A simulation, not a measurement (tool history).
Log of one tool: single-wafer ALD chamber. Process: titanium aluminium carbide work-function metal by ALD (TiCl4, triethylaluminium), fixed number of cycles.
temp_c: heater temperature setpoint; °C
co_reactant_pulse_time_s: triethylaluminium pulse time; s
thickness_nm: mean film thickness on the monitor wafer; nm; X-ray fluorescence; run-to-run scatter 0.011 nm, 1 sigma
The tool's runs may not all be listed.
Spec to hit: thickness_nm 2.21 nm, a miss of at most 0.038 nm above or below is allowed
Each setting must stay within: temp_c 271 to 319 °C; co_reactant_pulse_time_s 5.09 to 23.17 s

run 1 day=0 | temp_c=295 co_reactant_pulse_time_s=14.13 | thickness_nm=2.0157
run 2 day=0.371 | temp_c=299 co_reactant_pulse_time_s=14.13 | thickness_nm=2.0563
run 3 day=0.512 | temp_c=299 co_reactant_pulse_time_s=11.37 | thickness_nm=1.9896
run 4 day=0.746 | temp_c=290 co_reactant_pulse_time_s=11.37 | thickness_nm=1.9171
run 5 day=1.017 | temp_c=284 co_reactant_pulse_time_s=11.37 | thickness_nm=1.8605
-- day=1.242 triethylaluminium bottle replaced
run 6 day=1.242 | temp_c=289 co_reactant_pulse_time_s=11.37 | thickness_nm=1.9604
run 7 day=1.5 | temp_c=292 co_reactant_pulse_time_s=11.78 | thickness_nm=1.9782
run 8 day=1.796 | temp_c=294 co_reactant_pulse_time_s=12.1 | thickness_nm=2.007
run 9 day=1.942 | temp_c=294 co_reactant_pulse_time_s=12.1 | thickness_nm=2.0054

Exactly one of the 5 candidate moves below puts every result within its allowed miss. Which one?
run A day=2.088 | temp_c=278 co_reactant_pulse_time_s=11.13 | thickness_nm=?
run B day=2.088 | temp_c=310 co_reactant_pulse_time_s=17.01 | thickness_nm=?
run C day=2.088 | temp_c=284 co_reactant_pulse_time_s=7.16 | thickness_nm=?
run D day=2.088 | temp_c=281 co_reactant_pulse_time_s=7.26 | thickness_nm=?
run E day=2.088 | temp_c=302 co_reactant_pulse_time_s=13.67 | thickness_nm=?

move=A thickness_nm=1.8533
move=B thickness_nm=2.2152
move=C thickness_nm=1.8244
move=D thickness_nm=1.7994
move=E thickness_nm=2.1192
A: lands further from the targets than the last run did
B: each result inside its tolerance
C: lands further from the targets than the last run did
D: lands further from the targets than the last run did
E: an improvement on the last run, though not all results are within tolerance
The move that meets every target is B.
